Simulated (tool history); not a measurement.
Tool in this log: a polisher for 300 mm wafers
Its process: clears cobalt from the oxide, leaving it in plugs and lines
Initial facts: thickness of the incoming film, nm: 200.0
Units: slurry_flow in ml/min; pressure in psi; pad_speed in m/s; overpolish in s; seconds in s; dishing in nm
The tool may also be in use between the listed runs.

run	hour	slurry_flow	pressure	pad_speed	overpolish	seconds	dishing
1	0.0	205	2.3	0.96	21	43.937	46.053
2	5.3	205	2.2	0.96	22	45.728	43.647
3	9.9	180	2.2	0.96	22	47.406	45.545
4	13.0	180	1.9	0.96	22	54.986	42.009
5	16.1	180	1.7	0.96	22	59.018	39.160
6	20.0	175	1.7	0.96	23	61.004	40.312

The next listed run, before its measurement:
# hour 23.9: worn pad replaced by a new one
7	23.9	175	1.7	0.96	23	?	?

Run 7 produced seconds 53.576 s, dishing 43.913 nm.

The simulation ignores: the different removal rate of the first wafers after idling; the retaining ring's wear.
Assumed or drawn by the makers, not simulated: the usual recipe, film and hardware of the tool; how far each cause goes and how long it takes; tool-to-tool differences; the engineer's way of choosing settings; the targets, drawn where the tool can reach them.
